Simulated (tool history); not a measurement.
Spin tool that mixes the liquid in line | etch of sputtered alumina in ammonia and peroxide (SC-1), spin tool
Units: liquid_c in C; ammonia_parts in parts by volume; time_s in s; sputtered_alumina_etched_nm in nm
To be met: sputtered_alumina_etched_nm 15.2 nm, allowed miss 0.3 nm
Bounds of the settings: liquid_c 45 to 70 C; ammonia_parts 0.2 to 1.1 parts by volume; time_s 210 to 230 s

run 1 hour=0 | liquid_c=61 ammonia_parts=0.6 time_s=210 | sputtered_alumina_etched_nm=11.058
run 2 hour=8.5 | liquid_c=61.5 ammonia_parts=0.6 time_s=210 | sputtered_alumina_etched_nm=11.393
run 3 hour=17 | liquid_c=65 ammonia_parts=0.6 time_s=210 | sputtered_alumina_etched_nm=13.594
run 4 hour=20.9 | liquid_c=65 ammonia_parts=0.6 time_s=210 | sputtered_alumina_etched_nm=13.52
run 5 hour=22.8 | liquid_c=65 ammonia_parts=0.75 time_s=210 | sputtered_alumina_etched_nm=13.74
run 6 hour=31.2 | liquid_c=65 ammonia_parts=0.55 time_s=210 | sputtered_alumina_etched_nm=13.389
run 7 hour=33.4 | liquid_c=65.5 ammonia_parts=0.55 time_s=210 | sputtered_alumina_etched_nm=13.764
run 8 hour=40.5 | liquid_c=66.5 ammonia_parts=0.55 time_s=210 | sputtered_alumina_etched_nm=14.406

5 next moves are on the table. One of them brings every result within its allowed miss. Which?
run A hour=47.6 | liquid_c=68 ammonia_parts=0.65 time_s=210 | sputtered_alumina_etched_nm=?
run B hour=47.6 | liquid_c=66.5 ammonia_parts=0.55 time_s=220 | sputtered_alumina_etched_nm=?
run C hour=47.6 | liquid_c=67.5 ammonia_parts=0.45 time_s=225 | sputtered_alumina_etched_nm=?
run D hour=47.6 | liquid_c=69 ammonia_parts=0.4 time_s=210 | sputtered_alumina_etched_nm=?
run E hour=47.6 | liquid_c=66.5 ammonia_parts=0.5 time_s=210 | sputtered_alumina_etched_nm=?

move=A sputtered_alumina_etched_nm=15.805
move=B sputtered_alumina_etched_nm=15.148
move=C sputtered_alumina_etched_nm=15.965
move=D sputtered_alumina_etched_nm=15.85
move=E sputtered_alumina_etched_nm=14.331
A: takes the result that was furthest off past its target
B: meets every target
C: takes the result that was furthest off past its target
D: takes the result that was furthest off past its target
E: further off than the last run
The right move is B.
